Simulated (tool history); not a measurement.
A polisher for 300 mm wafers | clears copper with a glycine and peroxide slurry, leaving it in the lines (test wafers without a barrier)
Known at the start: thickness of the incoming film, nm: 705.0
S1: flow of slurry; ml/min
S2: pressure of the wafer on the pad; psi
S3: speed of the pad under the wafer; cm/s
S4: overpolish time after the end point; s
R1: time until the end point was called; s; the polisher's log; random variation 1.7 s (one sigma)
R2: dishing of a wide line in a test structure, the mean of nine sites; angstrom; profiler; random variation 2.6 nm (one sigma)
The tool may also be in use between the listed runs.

| run | hour | S1 | S2 | S3 | S4 | R1 | R2 |
|---|---|---|---|---|---|---|---|
| 1 | 0 | 270 | 2.8 | 84 | 22 | 145.14 | 682.25 |
| 2 | 2.9 | 270 | 3 | 84 | 23 | 135.04 | 701.61 |
| 3 | 3.8 | 270 | 3 | 92 | 23 | 127.71 | 736.7 |
| 4 | 6.9 | 270 | 3 | 92 | 31 | 130.7 | 910.13 |
| 5 | 7.7 | 270 | 3 | 92 | 22 | 130.17 | 715.79 |
| 6 | 14 | 270 | 3.1 | 94 | 24 | 121.87 | 817.04 |
| 7 | 16.7 | 270 | 3.2 | 94 | 25 | 119.68 | 846.38 |
| 8 | 20.5 | 270 | 3.3 | 94 | 26 | 115.47 | 842.76 |
| 9 | 24.8 | 270 | 3.3 | 96 | 28 | 119.38 | 895.45 |
| 10 | 28 | 270 | 3.4 | 96 | 29 | 117.31 | 916.17 |
| 11 | 35.6 | 270 | 3.5 | 98 | 30 | 114.3 | 986.85 |

Forecast run 12:
|  | 40.7 | slurry nozzle cleaned |
| 12 | 40.7 | 270 | 3.6 | 98 | 31 | ? | ? |

R1: 106.37 s
R2: 1044.6 angstrom
